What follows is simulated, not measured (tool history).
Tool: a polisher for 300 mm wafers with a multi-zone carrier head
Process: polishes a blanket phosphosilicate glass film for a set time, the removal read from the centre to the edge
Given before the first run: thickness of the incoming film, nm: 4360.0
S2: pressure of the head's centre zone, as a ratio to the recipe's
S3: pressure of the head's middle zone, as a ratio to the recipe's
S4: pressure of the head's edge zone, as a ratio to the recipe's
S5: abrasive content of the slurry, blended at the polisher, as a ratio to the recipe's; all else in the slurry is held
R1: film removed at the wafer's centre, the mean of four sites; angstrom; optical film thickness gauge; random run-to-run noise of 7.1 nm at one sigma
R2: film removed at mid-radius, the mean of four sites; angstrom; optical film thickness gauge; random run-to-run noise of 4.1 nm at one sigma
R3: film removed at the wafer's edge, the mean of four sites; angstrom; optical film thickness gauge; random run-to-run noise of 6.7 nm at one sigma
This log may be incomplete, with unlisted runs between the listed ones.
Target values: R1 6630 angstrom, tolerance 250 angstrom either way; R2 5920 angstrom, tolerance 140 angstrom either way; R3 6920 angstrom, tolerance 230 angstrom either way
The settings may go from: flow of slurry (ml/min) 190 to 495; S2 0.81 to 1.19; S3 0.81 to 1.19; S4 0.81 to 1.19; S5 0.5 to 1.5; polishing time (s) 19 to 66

Run 1, hour 0: flow of slurry (ml/min) 320, S2 1, S3 1, S4 1, S5 1, polishing time (s) 42. Result: R1 4847.4 angstrom, R2 4803.1 angstrom, R3 4923.2 angstrom.
Run 2, hour 7.9: flow of slurry (ml/min) 320, S2 1, S3 1, S4 1, S5 1, polishing time (s) 38. Result: R1 4496.2 angstrom, R2 4315 angstrom, R3 4526.8 angstrom.
Run 3, hour 16.9: flow of slurry (ml/min) 320, S2 1, S3 1, S4 0.92, S5 1, polishing time (s) 38. Result: R1 4442.7 angstrom, R2 4339.1 angstrom, R3 4283.4 angstrom.
Run 4, hour 18.1: flow of slurry (ml/min) 320, S2 1, S3 1, S4 0.87, S5 1, polishing time (s) 38. Result: R1 4403.2 angstrom, R2 4349.8 angstrom, R3 4180 angstrom.
Run 5, hour 24.4: flow of slurry (ml/min) 320, S2 1, S3 1, S4 0.92, S5 1, polishing time (s) 38. Result: R1 4399.8 angstrom, R2 4308.6 angstrom, R3 4314.2 angstrom.
Run 6, hour 30.6: flow of slurry (ml/min) 320, S2 1.01, S3 0.99, S4 0.97, S5 1.1, polishing time (s) 39. Result: R1 4824.3 angstrom, R2 4617.6 angstrom, R3 4816.3 angstrom.
Run 7, hour 34.9: flow of slurry (ml/min) 325, S2 1.03, S3 1, S4 1.01, S5 1.2, polishing time (s) 39. Result: R1 5102.7 angstrom, R2 4961 angstrom, R3 5125.3 angstrom.
Run 8, hour 42.4: flow of slurry (ml/min) 325, S2 1.04, S3 0.99, S4 1.04, S5 1.25, polishing time (s) 40. Result: R1 5441.2 angstrom, R2 5153.9 angstrom, R3 5409.2 angstrom.
Run 9, hour 47.8: flow of slurry (ml/min) 325, S2 1.04, S3 0.98, S4 1.07, S5 1.3, polishing time (s) 41. Result: R1 5656.5 angstrom, R2 5380.1 angstrom, R3 5734.2 angstrom.

Pick the move, out of 5, that brings all results within their allowed miss; only one does.
Run A, hour 53.2: flow of slurry (ml/min) 325, S2 0.87, S3 0.94, S4 1.16, S5 1.5, polishing time (s) 47. Result: R1 ?, R2 ?, R3 ?.
Run B, hour 53.2: flow of slurry (ml/min) 320, S2 1.02, S3 0.96, S4 1.09, S5 1.4, polishing time (s) 47. Result: R1 ?, R2 ?, R3 ?.
Run C, hour 53.2: flow of slurry (ml/min) 355, S2 0.97, S3 0.85, S4 1.19, S5 1.5, polishing time (s) 47. Result: R1 ?, R2 ?, R3 ?.
Run D, hour 53.2: flow of slurry (ml/min) 325, S2 0.98, S3 0.87, S4 1.17, S5 1.25, polishing time (s) 51. Result: R1 ?, R2 ?, R3 ?.
Run E, hour 53.2: flow of slurry (ml/min) 330, S2 1.01, S3 0.89, S4 1.08, S5 1.4, polishing time (s) 47. Result: R1 ?, R2 ?, R3 ?.

move      R1      R2      R3
   A  6063.2  6287.4  7291.4
   B  6552.8  6199.3  6861.2
   C  6584.4  5830.3  7439.1
   D  6555.7  5879.2  7310.7
   E  6526.4  5838.3  6854.2
A: takes the biggest miss from the last run beyond its target
B: brings the result that was furthest off to its target, and leaves another outside
C: takes the biggest miss from the last run beyond its target
D: takes the biggest miss from the last run beyond its target
E: all results in spec
So the answer is move E, the one that meets all the targets.
